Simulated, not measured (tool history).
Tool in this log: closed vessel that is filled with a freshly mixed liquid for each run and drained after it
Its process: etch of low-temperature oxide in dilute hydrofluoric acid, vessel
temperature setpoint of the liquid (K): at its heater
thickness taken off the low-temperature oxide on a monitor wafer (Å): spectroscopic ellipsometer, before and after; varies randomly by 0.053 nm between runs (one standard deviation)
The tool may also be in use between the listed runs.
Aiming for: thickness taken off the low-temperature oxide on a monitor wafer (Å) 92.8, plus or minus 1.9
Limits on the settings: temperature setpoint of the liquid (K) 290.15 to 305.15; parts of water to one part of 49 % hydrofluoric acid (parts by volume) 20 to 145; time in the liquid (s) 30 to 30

run,hour,temperature setpoint of the liquid (K),parts of water to one part of 49 % hydrofluoric acid (parts by volume),time in the liquid (s),thickness taken off the low-temperature oxide on a monitor wafer (Å)
1,0,297.15,80,30,49.99
2,7.3,297.15,105,30,36.568
3,15.5,300.65,105,30,42.407
4,23.4,300.65,85,30,53.603
5,25,304.15,85,30,60.543
6,31.1,304.15,80,30,66.05
7,40.4,304.15,80,30,65.409
8,44.6,304.15,75,30,70.505
9,52.3,304.15,70,30,76.072
10,58.9,304.65,65,30,84.307

Pick the move, out of 5, that brings all results within their allowed miss; only one does.
A,65.5,304.15,60,30,?
B,65.5,303.65,55,30,?
C,65.5,303.65,60,30,?
D,65.5,305.15,60,30,?
E,65.5,304.15,55,30,?

move,thickness taken off the low-temperature oxide on a monitor wafer (Å)
A,89.72
B,96.745
C,88.004
D,93.231
E,98.641
A: nearer than the last run, and not there yet
B: takes the biggest miss from the last run beyond its target
C: nearer than the last run, and not there yet
D: every result lands within tolerance
E: takes the biggest miss from the last run beyond its target
D meets every target.
